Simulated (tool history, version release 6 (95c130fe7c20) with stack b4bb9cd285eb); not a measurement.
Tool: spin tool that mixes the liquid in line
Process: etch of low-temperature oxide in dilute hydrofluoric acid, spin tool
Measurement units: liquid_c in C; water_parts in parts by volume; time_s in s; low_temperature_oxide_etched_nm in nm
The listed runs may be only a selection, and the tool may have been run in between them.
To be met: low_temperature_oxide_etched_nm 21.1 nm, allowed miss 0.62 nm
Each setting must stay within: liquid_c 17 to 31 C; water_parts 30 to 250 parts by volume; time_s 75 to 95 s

run    day  liquid_c  water_parts  time_s  low_temperature_oxide_etched_nm
  1      0        23          140      95                           13.051
  2  0.096        25          135      95                           14.654
  3  0.321        25          185      95                           10.033
  4  0.442      26.5          165      95                           12.291
  5  0.554      27.5          150      95                           14.428
  6  0.838      27.5          195      95                           10.273
  7  1.158      28.5          175      95                           12.311
  8  1.371        29          160      95                           13.847
  9  1.629      29.5          145      95                           15.778
 10  1.804        31          110      95                           23.326
 11  2.062      30.5          110      95                            22.91
 12  2.425        30          110      95                           22.363

Below are 4 possible settings for the next run. Only one of them brings all results inside the allowed miss of their targets. Which is it?
  A  2.788        31          120      95                                ?
  B  2.788      30.5          110      95                                ?
  C  2.788        29           90      85                                ?
  D  2.788      29.5          115      90                                ?

move  low_temperature_oxide_etched_nm
   A                           20.838
   B                           22.634
   C                           24.062
   D                           19.627
A: all results land within tolerance of their targets
B: lands further from the targets than the last run did
C: lands further from the targets than the last run did
D: moves the result that the last run missed by most past its target, out the other side
So the answer is move A, the one that meets all the targets.
